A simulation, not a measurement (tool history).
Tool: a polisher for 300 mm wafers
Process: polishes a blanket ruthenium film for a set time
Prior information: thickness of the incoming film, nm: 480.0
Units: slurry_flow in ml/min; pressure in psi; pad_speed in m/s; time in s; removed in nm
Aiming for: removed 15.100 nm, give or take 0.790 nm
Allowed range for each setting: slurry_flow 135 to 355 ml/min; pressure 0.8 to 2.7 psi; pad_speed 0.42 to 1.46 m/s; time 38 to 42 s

run 1 hour=0.0 | slurry_flow=225 pressure=1.7 pad_speed=0.94 time=42 | removed=35.595
run 2 hour=4.7 | slurry_flow=225 pressure=1.5 pad_speed=0.88 time=42 | removed=30.049
run 3 hour=12.7 | slurry_flow=205 pressure=1.5 pad_speed=0.88 time=42 | removed=29.944
run 4 hour=21.6 | slurry_flow=205 pressure=1.4 pad_speed=0.82 time=42 | removed=26.019
run 5 hour=23.7 | slurry_flow=205 pressure=1.7 pad_speed=0.82 time=42 | removed=31.386
run 6 hour=30.4 | slurry_flow=205 pressure=1.5 pad_speed=0.78 time=42 | removed=27.402
run 7 hour=36.1 | slurry_flow=205 pressure=1.4 pad_speed=0.74 time=42 | removed=24.685
run 8 hour=42.7 | slurry_flow=205 pressure=1.3 pad_speed=0.72 time=42 | removed=22.445
run 9 hour=44.5 | slurry_flow=205 pressure=0.8 pad_speed=0.64 time=41 | removed=12.658
run 10 hour=53.5 | slurry_flow=205 pressure=0.9 pad_speed=0.64 time=41 | removed=14.254

5 next moves are on the table. One of them brings every result within its allowed miss. Which?
run A hour=62.5 | slurry_flow=215 pressure=0.9 pad_speed=0.64 time=38 | removed=?
run B hour=62.5 | slurry_flow=265 pressure=0.9 pad_speed=0.54 time=41 | removed=?
run C hour=62.5 | slurry_flow=215 pressure=1.1 pad_speed=0.60 time=38 | removed=?
run D hour=62.5 | slurry_flow=160 pressure=1.0 pad_speed=0.60 time=38 | removed=?
run E hour=62.5 | slurry_flow=215 pressure=0.9 pad_speed=0.56 time=42 | removed=?

move=A removed=13.238
move=B removed=13.054
move=C removed=15.341
move=D removed=13.497
move=E removed=13.395
A: moves away from the targets compared with the last run
B: moves away from the targets compared with the last run
C: every result within its allowed miss
D: moves away from the targets compared with the last run
E: moves away from the targets compared with the last run
So the answer is move C, the one that meets all the targets.
